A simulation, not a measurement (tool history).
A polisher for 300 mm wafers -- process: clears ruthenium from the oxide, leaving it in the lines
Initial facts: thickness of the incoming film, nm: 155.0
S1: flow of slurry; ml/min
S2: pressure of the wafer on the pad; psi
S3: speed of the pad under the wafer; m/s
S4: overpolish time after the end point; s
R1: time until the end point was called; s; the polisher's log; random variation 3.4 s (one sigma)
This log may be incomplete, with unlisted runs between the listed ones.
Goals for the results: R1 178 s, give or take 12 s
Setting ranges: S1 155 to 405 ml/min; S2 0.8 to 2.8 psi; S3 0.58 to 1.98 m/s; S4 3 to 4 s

{"run": 1, "hour": 0.0, "S1": 260, "S2": 1.8, "S3": 1.28, "S4": 4, "R1": 119.97}
{"run": 2, "hour": 3.4, "S1": 260, "S2": 1.7, "S3": 1.26, "S4": 4, "R1": 131.68}
{"run": 3, "hour": 9.8, "S1": 260, "S2": 1.7, "S3": 1.26, "S4": 4, "R1": 132.23}
{"run": 4, "hour": 17.9, "S1": 260, "S2": 1.7, "S3": 1.26, "S4": 4, "R1": 130.91}
{"run": 5, "hour": 24.5, "S1": 225, "S2": 1.7, "S3": 1.26, "S4": 4, "R1": 131.17}
{"run": 6, "hour": 32.8, "S1": 225, "S2": 1.7, "S3": 1.46, "S4": 4, "R1": 111.93}
{"run": 7, "hour": 38.6, "S1": 225, "S2": 1.7, "S3": 1.46, "S4": 4, "R1": 110.82}
{"run": 8, "hour": 46.7, "S1": 225, "S2": 1.6, "S3": 1.44, "S4": 4, "R1": 120.1}
{"run": 9, "hour": 49.1, "S1": 225, "S2": 1.5, "S3": 1.42, "S4": 4, "R1": 132.89}
{"run": 10, "hour": 50.4, "S1": 225, "S2": 1.4, "S3": 1.42, "S4": 4, "R1": 140.34}
{"run": 11, "hour": 56.1, "S1": 225, "S2": 1.3, "S3": 1.42, "S4": 4, "R1": 152.74}
{"run": 12, "hour": 58.2, "S1": 225, "S2": 1.3, "S3": 1.42, "S4": 4, "R1": 150.93}
{"run": 13, "hour": 66.5, "S1": 225, "S2": 1.2, "S3": 1.4, "S4": 4, "R1": 169.24}
{"run": 14, "hour": 74.9, "S1": 225, "S2": 1.2, "S3": 1.4, "S4": 4, "R1": 157.47}

Below are 4 possible settings for the next run. Only one of them brings all results inside the allowed miss of their targets. Which is it?
{"run": "A", "hour": 83.3, "S1": 210, "S2": 1.2, "S3": 1.56, "S4": 4, "R1": "?"}
{"run": "B", "hour": 83.3, "S1": 180, "S2": 1.4, "S3": 1.52, "S4": 4, "R1": "?"}
{"run": "C", "hour": 83.3, "S1": 220, "S2": 1.5, "S3": 1.52, "S4": 4, "R1": "?"}
{"run": "D", "hour": 83.3, "S1": 260, "S2": 1.4, "S3": 1.12, "S4": 4, "R1": "?"}

move=A R1=143.25
move=B R1=128.23
move=C R1=118.18
move=D R1=167.84
A: the biggest miss grows against the last run
B: the biggest miss grows against the last run
C: the biggest miss grows against the last run
D: each result inside its tolerance
Go with D: it meets all targets.

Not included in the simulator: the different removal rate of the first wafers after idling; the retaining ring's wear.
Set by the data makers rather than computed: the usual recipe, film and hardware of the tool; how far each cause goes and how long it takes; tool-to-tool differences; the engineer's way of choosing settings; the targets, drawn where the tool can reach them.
